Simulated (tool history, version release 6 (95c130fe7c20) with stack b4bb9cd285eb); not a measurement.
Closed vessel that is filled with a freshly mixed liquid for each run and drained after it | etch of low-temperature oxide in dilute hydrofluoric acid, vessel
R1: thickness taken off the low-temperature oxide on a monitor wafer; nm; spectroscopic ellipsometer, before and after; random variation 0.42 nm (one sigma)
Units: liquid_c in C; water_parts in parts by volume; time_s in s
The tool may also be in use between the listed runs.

{"run": 1, "hour": 0.0, "liquid_c": 22, "water_parts": 165, "time_s": 630, "R1": 46.264}
{"run": 2, "hour": 2.5, "liquid_c": 22, "water_parts": 165, "time_s": 630, "R1": 46.169}
{"run": 3, "hour": 3.8, "liquid_c": 22, "water_parts": 190, "time_s": 630, "R1": 39.193}
{"run": 4, "hour": 7.8, "liquid_c": 23, "water_parts": 190, "time_s": 630, "R1": 40.787}
{"run": 5, "hour": 10.7, "liquid_c": 26, "water_parts": 190, "time_s": 630, "R1": 45.74}
{"run": 6, "hour": 15.4, "liquid_c": 26.5, "water_parts": 175, "time_s": 630, "R1": 51.085}
{"run": 7, "hour": 19.2, "liquid_c": 27, "water_parts": 165, "time_s": 630, "R1": 55.485}
{"run": 8, "hour": 27.2, "liquid_c": 27.5, "water_parts": 155, "time_s": 630, "R1": 61.4}
{"run": 9, "hour": 30.2, "liquid_c": 28, "water_parts": 145, "time_s": 630, "R1": 67.937}

The next listed run, before its measurement:
{"run": 10, "hour": 34.8, "liquid_c": 28.5, "water_parts": 140, "time_s": 630, "R1": "?"}

Run 10 gave R1 72.322 nm.
